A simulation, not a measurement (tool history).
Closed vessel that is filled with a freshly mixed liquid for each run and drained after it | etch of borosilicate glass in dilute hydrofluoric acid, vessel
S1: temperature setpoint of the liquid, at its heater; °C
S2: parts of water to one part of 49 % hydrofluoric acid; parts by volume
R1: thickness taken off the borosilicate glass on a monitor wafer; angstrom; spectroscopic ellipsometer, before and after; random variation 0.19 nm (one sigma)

Run 1, hour 0: S1 25 °C, S2 250 parts by volume, time in the liquid (s) 115. Result: R1 110.36 angstrom.
Run 2, hour 7.8: S1 27 °C, S2 230 parts by volume, time in the liquid (s) 115. Result: R1 132.97 angstrom.
Run 3, hour 17.1: S1 28.5 °C, S2 220 parts by volume, time in the liquid (s) 115. Result: R1 146.91 angstrom.
Run 4, hour 18.1: S1 28.5 °C, S2 220 parts by volume, time in the liquid (s) 85. Result: R1 109.37 angstrom.
Run 5, hour 25.8: S1 28.5 °C, S2 220 parts by volume, time in the liquid (s) 85. Result: R1 105.97 angstrom.
Run 6, hour 34.8: S1 28.5 °C, S2 185 parts by volume, time in the liquid (s) 85. Result: R1 134.76 angstrom.
Run 7, hour 36.4: S1 29 °C, S2 165 parts by volume, time in the liquid (s) 85. Result: R1 156.21 angstrom.
Run 8, hour 45.6: S1 29 °C, S2 155 parts by volume, time in the liquid (s) 85. Result: R1 166.29 angstrom.
Run 9, hour 47.5: S1 33 °C, S2 135 parts by volume, time in the liquid (s) 85. Result: R1 234.7 angstrom.
Run 10, hour 50.9: S1 33 °C, S2 135 parts by volume, time in the liquid (s) 85. Result: R1 228.68 angstrom.
Run 11, hour 55: S1 32.5 °C, S2 135 parts by volume, time in the liquid (s) 85. Result: R1 222.78 angstrom.
Run 12, hour 62.5: S1 32 °C, S2 135 parts by volume, time in the liquid (s) 85. Result: R1 219.08 angstrom.
Run 13, hour 68.1: S1 31.5 °C, S2 135 parts by volume, time in the liquid (s) 85. Result: R1 218.15 angstrom.

Forecast run 14:
Run 14, hour 72.4: S1 31 °C, S2 135 parts by volume, time in the liquid (s) 85. Result: R1 ?.

R1: 214.98 angstrom

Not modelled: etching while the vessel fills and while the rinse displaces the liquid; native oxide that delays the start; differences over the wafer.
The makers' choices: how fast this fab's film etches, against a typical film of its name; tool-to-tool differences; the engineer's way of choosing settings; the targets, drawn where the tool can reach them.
